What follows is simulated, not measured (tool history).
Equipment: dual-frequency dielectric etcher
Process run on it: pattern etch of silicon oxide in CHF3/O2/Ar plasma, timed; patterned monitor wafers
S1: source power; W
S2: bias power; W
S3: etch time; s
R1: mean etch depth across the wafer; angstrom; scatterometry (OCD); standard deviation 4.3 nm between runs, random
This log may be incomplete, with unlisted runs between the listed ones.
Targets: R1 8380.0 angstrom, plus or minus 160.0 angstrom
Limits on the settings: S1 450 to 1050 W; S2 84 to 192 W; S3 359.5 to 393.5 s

Run 1, hour 0.0: S1 750 W, S2 138 W, S3 393.5 s. Result: R1 7655.4 angstrom.
Run 2, hour 5.6: S1 750 W, S2 138 W, S3 359.5 s. Result: R1 6984.7 angstrom.
Run 3, hour 8.4: S1 750 W, S2 149 W, S3 359.5 s. Result: R1 7165.2 angstrom.
Run 4, hour 9.6: S1 790 W, S2 151 W, S3 360.0 s. Result: R1 7320.3 angstrom.
Run 5, hour 14.3: S1 790 W, S2 130 W, S3 360.0 s. Result: R1 7089.5 angstrom.
Run 6, hour 20.6: S1 790 W, S2 130 W, S3 359.5 s. Result: R1 6977.7 angstrom.
Run 7, hour 25.7: S1 820 W, S2 136 W, S3 361.5 s. Result: R1 7307.5 angstrom.
Run 8, hour 34.6: S1 850 W, S2 138 W, S3 362.0 s. Result: R1 7481.9 angstrom.
Run 9, hour 37.2: S1 850 W, S2 138 W, S3 362.0 s. Result: R1 7405.8 angstrom.

Which one of the following 5 next-run settings gets every result inside its allowed miss? There is exactly one.
Run A, hour 39.8: S1 800 W, S2 139 W, S3 384.5 s. Result: R1 ?.
Run B, hour 39.8: S1 840 W, S2 144 W, S3 393.5 s. Result: R1 ?.
Run C, hour 39.8: S1 760 W, S2 142 W, S3 359.5 s. Result: R1 ?.
Run D, hour 39.8: S1 860 W, S2 160 W, S3 393.5 s. Result: R1 ?.
Run E, hour 39.8: S1 820 W, S2 134 W, S3 393.5 s. Result: R1 ?.

move      R1
   A  7647.0
   B  8072.0
   C  7017.8
   D  8374.1
   E  7847.1
A: nearer the targets than the last run, but a result is still out of spec
B: nearer the targets than the last run, but a result is still out of spec
C: the biggest miss grows against the last run
D: every result within its allowed miss
E: nearer the targets than the last run, but a result is still out of spec
Correct choice: D, which meets every target
